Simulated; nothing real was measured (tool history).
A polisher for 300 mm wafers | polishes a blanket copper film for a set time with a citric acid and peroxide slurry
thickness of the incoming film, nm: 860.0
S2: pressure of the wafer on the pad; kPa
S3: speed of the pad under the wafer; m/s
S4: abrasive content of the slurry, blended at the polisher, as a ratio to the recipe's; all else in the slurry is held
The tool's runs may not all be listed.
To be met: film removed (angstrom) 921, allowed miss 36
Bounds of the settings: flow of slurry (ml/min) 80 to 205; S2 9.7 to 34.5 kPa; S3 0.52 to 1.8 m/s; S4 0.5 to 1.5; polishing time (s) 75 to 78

run 1 hour=0 | flow_of_slurry_(ml/min)=135 S2=22.1 S3=1.16 S4=1 polishing_time_(s)=75 | film_removed_(angstrom)=1883.4
run 2 hour=4 | flow_of_slurry_(ml/min)=135 S2=20.7 S3=1.14 S4=1 polishing_time_(s)=75 | film_removed_(angstrom)=1743.7
run 3 hour=10.3 | flow_of_slurry_(ml/min)=165 S2=20.7 S3=1.14 S4=1 polishing_time_(s)=75 | film_removed_(angstrom)=1789
run 4 hour=16.9 | flow_of_slurry_(ml/min)=165 S2=20.7 S3=1.34 S4=1 polishing_time_(s)=75 | film_removed_(angstrom)=2095.4
run 5 hour=24 | flow_of_slurry_(ml/min)=165 S2=19.3 S3=1.3 S4=1 polishing_time_(s)=75 | film_removed_(angstrom)=1892.3
run 6 hour=28.3 | flow_of_slurry_(ml/min)=165 S2=17.9 S3=1.26 S4=1 polishing_time_(s)=75 | film_removed_(angstrom)=1716.6
run 7 hour=30.1 | flow_of_slurry_(ml/min)=165 S2=17.2 S3=1.22 S4=1 polishing_time_(s)=75 | film_removed_(angstrom)=1588.5
run 8 hour=36.6 | flow_of_slurry_(ml/min)=165 S2=16.5 S3=1.2 S4=1 polishing_time_(s)=75 | film_removed_(angstrom)=1525.8
run 9 hour=42 | flow_of_slurry_(ml/min)=165 S2=15.9 S3=1.18 S4=1 polishing_time_(s)=75 | film_removed_(angstrom)=1411.2
run 10 hour=43.8 | flow_of_slurry_(ml/min)=165 S2=15.2 S3=1.16 S4=1 polishing_time_(s)=75 | film_removed_(angstrom)=1339.7
run 11 hour=50.4 | flow_of_slurry_(ml/min)=165 S2=14.5 S3=1.16 S4=1 polishing_time_(s)=75 | film_removed_(angstrom)=1291.2
run 12 hour=55.7 | flow_of_slurry_(ml/min)=165 S2=13.8 S3=1.16 S4=1 polishing_time_(s)=75 | film_removed_(angstrom)=1252.8

5 next moves are on the table. One of them brings every result within its allowed miss. Which?
run A hour=61 | flow_of_slurry_(ml/min)=155 S2=13.1 S3=1.06 S4=0.95 polishing_time_(s)=75 | film_removed_(angstrom)=?
run B hour=61 | flow_of_slurry_(ml/min)=175 S2=12.4 S3=0.88 S4=1 polishing_time_(s)=75 | film_removed_(angstrom)=?
run C hour=61 | flow_of_slurry_(ml/min)=130 S2=11 S3=1.24 S4=0.85 polishing_time_(s)=75 | film_removed_(angstrom)=?
run D hour=61 | flow_of_slurry_(ml/min)=165 S2=11 S3=1.06 S4=1.05 polishing_time_(s)=75 | film_removed_(angstrom)=?
run E hour=61 | flow_of_slurry_(ml/min)=125 S2=9.7 S3=1.16 S4=0.95 polishing_time_(s)=75 | film_removed_(angstrom)=?

move=A film_removed_(angstrom)=1053.1
move=B film_removed_(angstrom)=865.75
move=C film_removed_(angstrom)=980.41
move=D film_removed_(angstrom)=926.26
move=E film_removed_(angstrom)=826.21
A: nearer than the last run, and not there yet
B: takes the result that was furthest off past its target
C: nearer than the last run, and not there yet
D: meets every target
E: takes the result that was furthest off past its target
Move D is the one to make.
